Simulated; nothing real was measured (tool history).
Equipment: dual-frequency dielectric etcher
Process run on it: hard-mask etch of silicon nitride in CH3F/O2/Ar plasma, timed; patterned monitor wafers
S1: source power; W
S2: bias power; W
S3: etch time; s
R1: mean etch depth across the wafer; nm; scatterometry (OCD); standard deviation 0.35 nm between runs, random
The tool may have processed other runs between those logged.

{"run": 1, "hour": 0.0, "S1": 320, "S2": 82, "S3": 311.5, "R1": 206.82}
{"run": 2, "hour": 2.7, "S1": 310, "S2": 80, "S3": 311.5, "R1": 201.7}
{"run": 3, "hour": 11.8, "S1": 300, "S2": 79, "S3": 311.5, "R1": 197.96}
{"run": 4, "hour": 18.2, "S1": 290, "S2": 78, "S3": 311.5, "R1": 193.89}
{"run": 5, "hour": 21.4, "S1": 280, "S2": 77, "S3": 311.5, "R1": 190.07}
{"run": 6, "hour": 23.9, "S1": 280, "S2": 77, "S3": 324.5, "R1": 198.91}
{"run": 7, "hour": 27.2, "S1": 270, "S2": 76, "S3": 324.5, "R1": 193.97}
{"run": 8, "hour": 31.4, "S1": 260, "S2": 75, "S3": 324.5, "R1": 189.06}
{"run": 9, "hour": 35.6, "S1": 250, "S2": 75, "S3": 324.5, "R1": 186.4}
{"run": 10, "hour": 39.3, "S1": 190, "S2": 60, "S3": 323.5, "R1": 145.03}
{"run": 11, "hour": 44.8, "S1": 200, "S2": 60, "S3": 323.5, "R1": 148.13}

For run 12, what comes out?
{"run": 12, "hour": 48.1, "S1": 210, "S2": 60, "S3": 323.5, "R1": "?"}

{"run 12": {"R1": 151.5}}

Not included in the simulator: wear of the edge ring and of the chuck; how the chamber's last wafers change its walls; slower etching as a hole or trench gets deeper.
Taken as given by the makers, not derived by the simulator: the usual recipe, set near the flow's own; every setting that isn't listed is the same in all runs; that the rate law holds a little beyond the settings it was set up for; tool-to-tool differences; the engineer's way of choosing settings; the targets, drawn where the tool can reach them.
